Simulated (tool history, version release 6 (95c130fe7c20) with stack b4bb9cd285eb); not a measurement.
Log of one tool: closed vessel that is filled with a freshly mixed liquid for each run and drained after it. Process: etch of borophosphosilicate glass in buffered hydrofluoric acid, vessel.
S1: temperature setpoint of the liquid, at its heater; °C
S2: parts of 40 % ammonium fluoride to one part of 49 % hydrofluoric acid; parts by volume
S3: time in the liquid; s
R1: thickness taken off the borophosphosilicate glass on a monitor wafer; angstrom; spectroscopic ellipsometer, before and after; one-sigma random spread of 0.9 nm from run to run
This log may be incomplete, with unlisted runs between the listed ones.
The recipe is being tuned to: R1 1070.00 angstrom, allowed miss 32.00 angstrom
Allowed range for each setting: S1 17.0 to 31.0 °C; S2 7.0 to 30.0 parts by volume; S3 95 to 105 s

run 1 hour=0.0 | S1=23.0 S2=19.0 S3=95 | R1=589.57
run 2 hour=8.2 | S1=23.0 S2=19.0 S3=105 | R1=645.86
run 3 hour=14.0 | S1=20.5 S2=19.0 S3=105 | R1=565.63
run 4 hour=18.0 | S1=19.0 S2=19.0 S3=105 | R1=532.53
run 5 hour=25.6 | S1=19.0 S2=19.0 S3=105 | R1=525.97
run 6 hour=33.0 | S1=19.0 S2=16.0 S3=105 | R1=617.78
run 7 hour=38.9 | S1=22.0 S2=16.0 S3=105 | R1=732.23
run 8 hour=44.5 | S1=22.0 S2=16.0 S3=105 | R1=729.28
run 9 hour=46.0 | S1=24.0 S2=16.0 S3=105 | R1=818.63
run 10 hour=49.4 | S1=25.5 S2=16.0 S3=105 | R1=895.29

Which single option among these 5 for the next run brings every result within its allowed miss of target? Just one does.
run A hour=52.8 | S1=27.5 S2=15.5 S3=105 | R1=?
run B hour=52.8 | S1=24.0 S2=13.0 S3=105 | R1=?
run C hour=52.8 | S1=26.0 S2=14.5 S3=105 | R1=?
run D hour=52.8 | S1=27.5 S2=13.5 S3=105 | R1=?
run E hour=52.8 | S1=25.0 S2=13.0 S3=105 | R1=?

move=A R1=1021.50
move=B R1=1007.40
move=C R1=1007.20
move=D R1=1170.30
move=E R1=1063.10
A: closer than the last run, but not yet in spec
B: closer than the last run, but not yet in spec
C: closer than the last run, but not yet in spec
D: takes the biggest miss from the last run beyond its target
E: all results land within tolerance of their targets
Answer: E

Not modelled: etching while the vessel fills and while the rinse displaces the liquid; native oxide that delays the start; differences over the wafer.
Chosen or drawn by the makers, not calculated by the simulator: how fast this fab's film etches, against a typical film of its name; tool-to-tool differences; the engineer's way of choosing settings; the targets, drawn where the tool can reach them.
